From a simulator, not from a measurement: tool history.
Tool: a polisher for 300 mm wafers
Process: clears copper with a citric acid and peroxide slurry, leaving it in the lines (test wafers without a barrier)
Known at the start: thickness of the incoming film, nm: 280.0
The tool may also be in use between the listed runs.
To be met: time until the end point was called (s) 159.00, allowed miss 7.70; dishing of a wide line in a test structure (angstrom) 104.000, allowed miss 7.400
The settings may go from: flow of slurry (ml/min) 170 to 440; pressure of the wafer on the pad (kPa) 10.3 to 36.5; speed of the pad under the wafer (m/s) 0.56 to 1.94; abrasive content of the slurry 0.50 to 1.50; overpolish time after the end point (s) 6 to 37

run	day	flow of slurry (ml/min)	pressure of the wafer on the pad (kPa)	speed of the pad under the wafer (m/s)	abrasive content of the slurry	overpolish time after the end point (s)	time until the end point was called (s)	dishing of a wide line in a test structure (angstrom)
1	0.000	280	23.4	1.24	1.00	19	118.46	185.470
2	0.117	280	23.4	1.40	1.00	19	109.68	185.790
3	0.300	250	20.0	1.56	0.85	15	120.92	164.930
4	0.525	250	17.2	1.56	0.85	15	142.34	153.730
5	0.800	205	17.2	1.56	0.85	15	141.45	149.140
6	1.042	205	17.2	1.56	1.05	15	137.92	147.710
7	1.167	205	17.2	1.56	1.05	15	134.94	157.890
8	1.467	195	10.3	1.64	1.00	6	213.39	60.383
9	1.604	220	17.2	1.50	1.10	10	136.74	125.750
# day 1.762: worn pad replaced by a new one
10	1.762	230	16.5	1.50	1.10	10	136.73	121.900
11	2.033	225	15.9	1.50	1.10	10	143.01	126.960
12	2.221	220	15.2	1.52	1.10	9	147.29	110.280
13	2.362	215	15.2	1.52	1.10	9	145.77	111.770

Which of these 5 next moves meets every target?
A	2.504	245	14.5	1.34	1.00	12	?	?
B	2.504	225	16.5	1.58	1.10	8	?	?
C	2.504	230	13.8	1.48	0.90	12	?	?
D	2.504	175	13.8	1.54	1.20	9	?	?
E	2.504	215	17.2	1.44	1.10	11	?	?

move	time until the end point was called (s)	dishing of a wide line in a test structure (angstrom)
A	166.92	120.690
B	131.55	107.980
C	167.16	120.460
D	159.04	102.530
E	135.51	130.370
A: takes the result that was furthest off past its target
B: further off than the last run
C: takes the result that was furthest off past its target
D: meets every target
E: further off than the last run
Answer: D
